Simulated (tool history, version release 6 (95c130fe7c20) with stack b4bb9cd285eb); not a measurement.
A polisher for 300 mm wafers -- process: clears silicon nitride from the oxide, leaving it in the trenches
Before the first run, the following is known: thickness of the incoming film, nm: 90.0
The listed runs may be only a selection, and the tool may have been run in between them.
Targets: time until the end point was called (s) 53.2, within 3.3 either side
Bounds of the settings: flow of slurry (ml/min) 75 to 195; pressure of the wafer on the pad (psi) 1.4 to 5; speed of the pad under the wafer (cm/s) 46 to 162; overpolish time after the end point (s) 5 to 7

run	hour	flow of slurry (ml/min)	pressure of the wafer on the pad (psi)	speed of the pad under the wafer (cm/s)	overpolish time after the end point (s)	time until the end point was called (s)
1	0	125	3.2	104	7	98.456
2	1	140	3.2	104	7	91.866
3	9.7	130	3.2	104	7	97.657
4	18.6	130	3.2	104	5	94.287
5	25.3	130	3.2	104	7	94.746
6	27.6	160	3.2	104	7	94.037
# hour 34.1: worn pad replaced by a new one
7	34.1	160	3.5	106	7	77.41
8	36.8	165	4.4	108	7	62.448
9	44.5	165	4.5	108	7	60.237

Pick the move, out of 4, that brings all results within their allowed miss; only one does.
A	52.2	160	4.4	112	5	?
B	52.2	130	4.9	120	5	?
C	52.2	170	4.8	100	7	?
D	52.2	185	5	100	7	?

move	time until the end point was called (s)
A	59.979
B	53.226
C	61.85
D	59.11
A: about the same distance from the targets as the last run
B: all results in spec
C: moves away from the targets compared with the last run
D: nearer than the last run, and not there yet
Correct choice: B, which meets every target
